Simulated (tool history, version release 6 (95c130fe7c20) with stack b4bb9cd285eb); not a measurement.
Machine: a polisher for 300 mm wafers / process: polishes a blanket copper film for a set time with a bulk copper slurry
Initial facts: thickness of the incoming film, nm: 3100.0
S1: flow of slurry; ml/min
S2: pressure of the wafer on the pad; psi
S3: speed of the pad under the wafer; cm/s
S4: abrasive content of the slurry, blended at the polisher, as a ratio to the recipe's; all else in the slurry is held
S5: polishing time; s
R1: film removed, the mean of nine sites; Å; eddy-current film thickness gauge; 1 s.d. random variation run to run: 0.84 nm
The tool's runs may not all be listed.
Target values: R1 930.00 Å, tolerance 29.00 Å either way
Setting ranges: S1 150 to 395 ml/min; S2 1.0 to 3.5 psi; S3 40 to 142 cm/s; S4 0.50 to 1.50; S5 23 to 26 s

{"run": 1, "hour": 0.0, "S1": 250, "S2": 2.2, "S3": 90, "S4": 1.0, "S5": 26, "R1": 1709.8}
{"run": 2, "hour": 3.1, "S1": 250, "S2": 2.2, "S3": 90, "S4": 1.2, "S5": 26, "R1": 1764.2}
{"run": 3, "hour": 8.7, "S1": 250, "S2": 1.8, "S3": 88, "S4": 1.2, "S5": 26, "R1": 1420.5}
{"run": 4, "hour": 12.4, "S1": 250, "S2": 1.8, "S3": 88, "S4": 1.2, "S5": 23, "R1": 1234.2}
{"run": 5, "hour": 14.6, "S1": 250, "S2": 1.6, "S3": 88, "S4": 1.2, "S5": 23, "R1": 1118.0}
{"run": 6, "hour": 21.4, "S1": 225, "S2": 1.6, "S3": 88, "S4": 1.2, "S5": 23, "R1": 1110.0}
{"run": 7, "hour": 22.0, "S1": 220, "S2": 1.5, "S3": 88, "S4": 1.2, "S5": 23, "R1": 1035.9}
{"run": 8, "hour": 28.7, "S1": 200, "S2": 1.3, "S3": 88, "S4": 1.2, "S5": 23, "R1": 893.87}

Pick the move, out of 4, that brings all results within their allowed miss; only one does.
{"run": "A", "hour": 35.4, "S1": 225, "S2": 1.3, "S3": 72, "S4": 1.3, "S5": 26, "R1": "?"}
{"run": "B", "hour": 35.4, "S1": 205, "S2": 1.1, "S3": 100, "S4": 1.4, "S5": 23, "R1": "?"}
{"run": "C", "hour": 35.4, "S1": 155, "S2": 2.1, "S3": 54, "S4": 1.35, "S5": 25, "R1": "?"}
{"run": "D", "hour": 35.4, "S1": 300, "S2": 1.3, "S3": 94, "S4": 1.35, "S5": 23, "R1": "?"}

move=A R1=857.66
move=B R1=888.99
move=C R1=937.92
move=D R1=1020.30
A: lands further from the targets than the last run did
B: lands further from the targets than the last run did
C: in spec on every target
D: carries the result that was furthest off beyond its target, to the other side
Answer: C

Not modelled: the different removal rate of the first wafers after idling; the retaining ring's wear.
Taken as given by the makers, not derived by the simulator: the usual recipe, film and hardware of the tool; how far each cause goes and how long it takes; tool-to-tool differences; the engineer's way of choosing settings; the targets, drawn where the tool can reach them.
